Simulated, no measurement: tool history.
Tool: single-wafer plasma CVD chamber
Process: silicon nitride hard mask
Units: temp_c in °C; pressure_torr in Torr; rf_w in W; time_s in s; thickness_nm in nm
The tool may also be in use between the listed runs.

run  hour  temp_c  pressure_torr  rf_w  time_s  thickness_nm
  1     0     395           1.12   265    65.2        66.114
  2   2.5     395           1.12   265    65.2        65.967
  3   5.7     395           1.12   265    67.3        68.026
  4   7.4     395           1.03   250      67        62.663
  5  13.7     395           0.95   245    66.9        59.031
  6  20.5     395           0.95   220    66.9        54.132
  7  24.8     395           0.92   220    66.9        52.981
  8    33     395           0.92   220    66.9        53.126

Run 9 comes next. What will it give?
  9  33.9     395            0.9   220    66.9             ?

{"run 9": {"thickness_nm": 52.581}}
